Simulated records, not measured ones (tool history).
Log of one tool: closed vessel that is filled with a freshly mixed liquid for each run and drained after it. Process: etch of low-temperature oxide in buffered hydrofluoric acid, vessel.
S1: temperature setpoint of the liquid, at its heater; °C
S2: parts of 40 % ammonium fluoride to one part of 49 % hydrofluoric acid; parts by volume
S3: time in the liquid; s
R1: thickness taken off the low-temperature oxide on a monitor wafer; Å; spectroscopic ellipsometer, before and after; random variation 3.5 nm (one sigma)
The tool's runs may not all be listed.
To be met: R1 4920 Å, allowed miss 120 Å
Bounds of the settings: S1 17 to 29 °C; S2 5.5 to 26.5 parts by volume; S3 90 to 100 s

{"run": 1, "hour": 0.0, "S1": 21, "S2": 16, "S3": 90, "R1": 1672}
{"run": 2, "hour": 8.1, "S1": 21, "S2": 12, "S3": 90, "R1": 2228.2}
{"run": 3, "hour": 10.8, "S1": 21, "S2": 12, "S3": 90, "R1": 2177.7}
{"run": 4, "hour": 17.1, "S1": 22.5, "S2": 12, "S3": 90, "R1": 2394.6}
{"hour": 21.6, "done": "thermometer replaced"}
{"run": 5, "hour": 21.6, "S1": 22.5, "S2": 12, "S3": 90, "R1": 2747.3}
{"run": 6, "hour": 26.3, "S1": 22.5, "S2": 12, "S3": 100, "R1": 3008.4}
{"run": 7, "hour": 33.5, "S1": 23, "S2": 12, "S3": 100, "R1": 3097.3}
{"run": 8, "hour": 39.7, "S1": 27, "S2": 9.5, "S3": 100, "R1": 4772.7}

4 next moves are on the table. One of them brings every result within its allowed miss. Which?
{"run": "A", "hour": 45.9, "S1": 25.5, "S2": 8, "S3": 90, "R1": "?"}
{"run": "B", "hour": 45.9, "S1": 26, "S2": 8.5, "S3": 90, "R1": "?"}
{"run": "C", "hour": 45.9, "S1": 26, "S2": 9, "S3": 95, "R1": "?"}
{"run": "D", "hour": 45.9, "S1": 25.5, "S2": 8, "S3": 95, "R1": "?"}

move=A R1=4710
move=B R1=4531
move=C R1=4495.1
move=D R1=4971.7
A: further off than the last run
B: further off than the last run
C: further off than the last run
D: meets every target
Move D is the one to make.
